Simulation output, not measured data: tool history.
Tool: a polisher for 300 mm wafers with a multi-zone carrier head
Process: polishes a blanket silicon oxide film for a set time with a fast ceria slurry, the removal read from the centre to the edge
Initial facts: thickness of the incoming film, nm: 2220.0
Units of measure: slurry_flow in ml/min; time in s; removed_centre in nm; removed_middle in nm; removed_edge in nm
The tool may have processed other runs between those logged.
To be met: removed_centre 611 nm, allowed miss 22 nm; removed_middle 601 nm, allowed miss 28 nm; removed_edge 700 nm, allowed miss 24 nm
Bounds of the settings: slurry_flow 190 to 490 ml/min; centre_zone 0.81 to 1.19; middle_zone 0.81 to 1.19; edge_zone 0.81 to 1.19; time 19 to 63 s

run,hour,slurry_flow,centre_zone,middle_zone,edge_zone,time,removed_centre,removed_middle,removed_edge
1,0,315,1,1,1,41,719.24,726.44,718.48
2,4.2,315,1,1,1,37,651.6,633.92,641.67
3,12.3,315,1,1,1,45,786.88,793.12,783.03
4,15,315,1,1,0.94,45,785.77,786.23,750.62
5,16.1,310,0.98,0.97,0.94,44,750.17,764.57,735.2
6,18.7,310,0.97,0.95,0.96,43,735.47,723.91,735.17
7,22,310,0.95,0.93,0.96,42,701.49,696.98,713.31
8,30.2,310,0.94,0.91,0.97,42,708.62,677.03,730.26
9,38.2,305,0.92,0.9,0.97,42,672.96,681.45,723.67
10,43.3,300,0.91,0.89,0.97,42,686.97,687.66,716.54
11,48.4,305,0.9,0.88,0.98,41,633.74,650.85,706.08
12,52.6,305,0.9,0.87,0.98,41,645.92,641.71,706.89
13,56.9,305,0.9,0.87,0.98,41,650.75,642.24,708.82
14,58.9,305,0.89,0.86,0.98,41,641.61,635.77,693.49
15,64.4,305,0.88,0.85,0.99,41,639.77,623.67,702.17

Consider the 5 candidate settings below. Which is the only one whose results all fall within their allowed miss of target?
A,69.9,225,0.89,0.85,1.03,41,?,?,?
B,69.9,395,0.9,0.98,0.94,38,?,?,?
C,69.9,275,0.94,0.82,0.97,40,?,?,?
D,69.9,245,0.91,0.88,0.96,39,?,?,?
E,69.9,270,0.81,1.02,0.9,39,?,?,?

move,removed_centre,removed_middle,removed_edge
A,618.98,603.96,705.36
B,621.73,670.66,654.79
C,655.36,587.79,682.5
D,609.76,598.5,654.32
E,554.41,686.19,639.79
A: meets every target
B: the worst result of the last run now meets its target, but another is out of spec
C: its largest miss is bigger than the last run's
D: the worst result of the last run now meets its target, but another is out of spec
E: pushes the last run's worst result past its target
Move A is the one to make.
